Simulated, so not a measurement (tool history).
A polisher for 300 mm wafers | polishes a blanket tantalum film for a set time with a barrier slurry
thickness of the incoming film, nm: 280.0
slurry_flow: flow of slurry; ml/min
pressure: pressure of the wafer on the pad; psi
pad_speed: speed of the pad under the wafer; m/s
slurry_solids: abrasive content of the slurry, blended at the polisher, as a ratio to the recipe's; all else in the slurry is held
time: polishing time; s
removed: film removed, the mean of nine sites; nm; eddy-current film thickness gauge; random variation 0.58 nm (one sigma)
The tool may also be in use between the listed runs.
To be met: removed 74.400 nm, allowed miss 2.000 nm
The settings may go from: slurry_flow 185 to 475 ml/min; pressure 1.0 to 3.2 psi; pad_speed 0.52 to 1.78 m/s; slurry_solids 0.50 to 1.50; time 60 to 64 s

run 1 hour=0.0 | slurry_flow=305 pressure=2.1 pad_speed=1.14 slurry_solids=1.00 time=60 | removed=118.540
run 2 hour=6.1 | slurry_flow=305 pressure=1.9 pad_speed=1.14 slurry_solids=1.00 time=60 | removed=106.900
run 3 hour=9.9 | slurry_flow=305 pressure=1.7 pad_speed=1.14 slurry_solids=1.00 time=60 | removed=96.793
run 4 hour=12.5 | slurry_flow=305 pressure=1.6 pad_speed=1.14 slurry_solids=1.00 time=60 | removed=91.102
run 5 hour=13.1 | slurry_flow=305 pressure=1.6 pad_speed=1.38 slurry_solids=1.00 time=60 | removed=109.530
run 6 hour=21.5 | slurry_flow=305 pressure=1.4 pad_speed=1.36 slurry_solids=1.00 time=60 | removed=94.948
run 7 hour=29.0 | slurry_flow=305 pressure=1.3 pad_speed=1.36 slurry_solids=1.00 time=60 | removed=89.175
run 8 hour=31.0 | slurry_flow=305 pressure=1.2 pad_speed=1.36 slurry_solids=1.00 time=60 | removed=82.366

Which of these 4 next moves meets every target?
run A hour=33.0 | slurry_flow=190 pressure=1.4 pad_speed=1.00 slurry_solids=1.00 time=63 | removed=?
run B hour=33.0 | slurry_flow=195 pressure=1.2 pad_speed=1.30 slurry_solids=1.05 time=62 | removed=?
run C hour=33.0 | slurry_flow=275 pressure=1.1 pad_speed=1.34 slurry_solids=1.00 time=60 | removed=?
run D hour=33.0 | slurry_flow=335 pressure=1.3 pad_speed=1.22 slurry_solids=0.95 time=60 | removed=?

move=A removed=70.583
move=B removed=78.262
move=C removed=73.341
move=D removed=78.819
A: takes the result that was furthest off past its target
B: nearer than the last run, and not there yet
C: meets every target
D: nearer than the last run, and not there yet
Move C is the one to make.
